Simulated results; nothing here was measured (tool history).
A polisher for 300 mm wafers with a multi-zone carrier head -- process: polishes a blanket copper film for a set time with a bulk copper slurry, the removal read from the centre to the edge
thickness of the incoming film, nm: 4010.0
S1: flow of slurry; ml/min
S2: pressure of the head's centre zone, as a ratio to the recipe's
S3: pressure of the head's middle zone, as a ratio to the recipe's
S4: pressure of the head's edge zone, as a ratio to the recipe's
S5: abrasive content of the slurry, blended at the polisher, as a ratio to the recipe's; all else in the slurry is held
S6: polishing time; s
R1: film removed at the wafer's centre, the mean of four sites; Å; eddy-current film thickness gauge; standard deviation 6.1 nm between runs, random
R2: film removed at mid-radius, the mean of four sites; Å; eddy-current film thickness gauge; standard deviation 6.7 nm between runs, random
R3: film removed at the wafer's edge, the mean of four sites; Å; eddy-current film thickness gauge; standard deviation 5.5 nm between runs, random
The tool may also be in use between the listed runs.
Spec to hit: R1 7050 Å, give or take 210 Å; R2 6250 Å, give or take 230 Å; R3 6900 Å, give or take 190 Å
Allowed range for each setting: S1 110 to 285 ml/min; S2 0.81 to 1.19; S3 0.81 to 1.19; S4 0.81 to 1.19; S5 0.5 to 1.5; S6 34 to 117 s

run,hour,S1,S2,S3,S4,S5,S6,R1,R2,R3
1,0,180,1,1,1,1,75,8326.5,7961.1,8143.9
2,0.8,180,1,0.95,1,1,75,8248.7,7482.6,8055.4
3,6.2,180,1,0.95,1,0.8,75,7779,7196.9,7712.4
4,13.3,180,1,0.95,1,0.8,65,6746.4,6194.3,6721.2
5,18.7,180,1,0.95,1,0.8,57,5944.8,5527.7,5805.9
6,21.7,180,1,0.99,1,0.8,57,5920.2,5679,5831.4
7,26.8,190,1.01,0.99,1.03,0.85,57,6132.4,5829,6089.9
8,32.2,200,1.02,0.99,1.05,0.85,57,6248.1,5837.7,6103.2
9,39.6,205,1.03,0.99,1.07,0.9,57,6477,5972.1,6236.9
10,47.8,210,1.03,0.98,1.09,0.95,57,6596.2,5996.8,6495.4
11,52.3,220,1.03,0.98,1.1,0.95,57,6515.5,6145.2,6546.4
12,57.2,225,1.04,0.98,1.11,0.95,57,6704.1,5910.8,6523.6
13,63.9,230,1.04,0.99,1.12,0.95,57,6760.5,6115,6611.9
14,72.9,235,1.04,0.99,1.13,0.95,57,6673.1,6095.8,6598.8
15,75.8,235,1.05,0.99,1.14,0.95,57,6702.5,6079.1,6607.8
16,82.7,235,1.05,0.99,1.14,0.95,57,6760.4,6215.9,6614.6
17,88.8,240,1.05,0.99,1.15,0.95,57,6778.9,6186.4,6654.6
18,97.3,245,1.05,0.99,1.16,0.95,57,6760.5,6180.7,6720.9

Below are 5 possible settings for the next run. Only one of them brings all results inside the allowed miss of their targets. Which is it?
A,105.8,260,1.01,0.89,1.12,0.95,56,?,?,?
B,105.8,195,1.07,0.99,1.14,0.95,60,?,?,?
C,105.8,170,0.95,0.81,1.12,0.7,70,?,?,?
D,105.8,225,0.97,0.99,1.19,0.9,59,?,?,?
E,105.8,220,1.01,0.83,1.19,0.85,64,?,?,?

move,R1,R2,R3
A,6428.4,5520,6593.5
B,6992.9,6213.2,6912.4
C,6574.2,5602.3,7354.5
D,6300.3,6167.6,6973.7
E,6995.7,5686.5,7467.1
A: moves away from the targets compared with the last run
B: hits every target within its allowed miss
C: moves away from the targets compared with the last run
D: moves away from the targets compared with the last run
E: brings the last run's worst result on target, with another outside its allowed miss
Correct choice: B, which meets every target

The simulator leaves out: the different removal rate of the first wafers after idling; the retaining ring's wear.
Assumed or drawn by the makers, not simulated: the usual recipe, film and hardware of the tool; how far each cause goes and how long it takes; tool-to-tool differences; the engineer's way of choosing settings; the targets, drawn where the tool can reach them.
